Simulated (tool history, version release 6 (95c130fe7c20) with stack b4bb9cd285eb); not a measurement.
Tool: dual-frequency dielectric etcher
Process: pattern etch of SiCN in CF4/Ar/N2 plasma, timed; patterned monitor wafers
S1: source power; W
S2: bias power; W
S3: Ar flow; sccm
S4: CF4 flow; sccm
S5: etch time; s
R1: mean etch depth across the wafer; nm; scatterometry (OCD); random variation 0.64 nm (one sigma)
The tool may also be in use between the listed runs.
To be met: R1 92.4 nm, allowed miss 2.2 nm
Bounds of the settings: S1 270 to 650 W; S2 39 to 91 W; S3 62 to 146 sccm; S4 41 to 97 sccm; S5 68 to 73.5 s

| run | hour | S1 | S2 | S3 | S4 | S5 | R1 |
|---|---|---|---|---|---|---|---|
| 1 | 0 | 460 | 65 | 104 | 69 | 73.5 | 65.715 |
| 2 | 7.8 | 460 | 55 | 104 | 69 | 73.5 | 60.803 |
| 3 | 10.9 | 460 | 55 | 122 | 69 | 73.5 | 58.863 |
| 4 | 16.1 | 480 | 56 | 121 | 69 | 73.5 | 60.435 |
| 5 | 24.7 | 480 | 47 | 121 | 69 | 73.5 | 56.314 |
| 6 | 29.4 | 500 | 50 | 120 | 69 | 73.5 | 60.403 |
| 7 | 34.4 | 520 | 52 | 119 | 69 | 73.5 | 62.848 |
| 8 | 43.1 | 530 | 55 | 118 | 69 | 73.5 | 65.907 |
| 9 | 44.1 | 540 | 57 | 117 | 69 | 73.5 | 68.149 |
| 10 | 52.3 | 550 | 59 | 116 | 69 | 73.5 | 70.01 |
| 11 | 57.2 | 560 | 61 | 115 | 69 | 73.5 | 72.782 |
| 12 | 65.3 | 570 | 62 | 114 | 69 | 73.5 | 74.914 |
| 13 | 66.7 | 580 | 63 | 114 | 69 | 73.5 | 75.961 |
|  | 73.2 | bias power generator calibrated |
| 14 | 73.2 | 590 | 64 | 113 | 69 | 73.5 | 75.524 |

4 next moves are on the table. One of them brings every result within its allowed miss. Which?
| A | 79.7 | 470 | 56 | 123 | 68 | 73.5 | ? |
| B | 79.7 | 480 | 77 | 121 | 90 | 70.5 | ? |
| C | 79.7 | 620 | 81 | 109 | 96 | 73.5 | ? |
| D | 79.7 | 540 | 65 | 118 | 60 | 68 | ? |

| move | R1 |
|---|---|
| A | 58.784 |
| B | 69.66 |
| C | 92.71 |
| D | 63.925 |
A: further off than the last run
B: further off than the last run
C: meets every target
D: further off than the last run
Answer: C
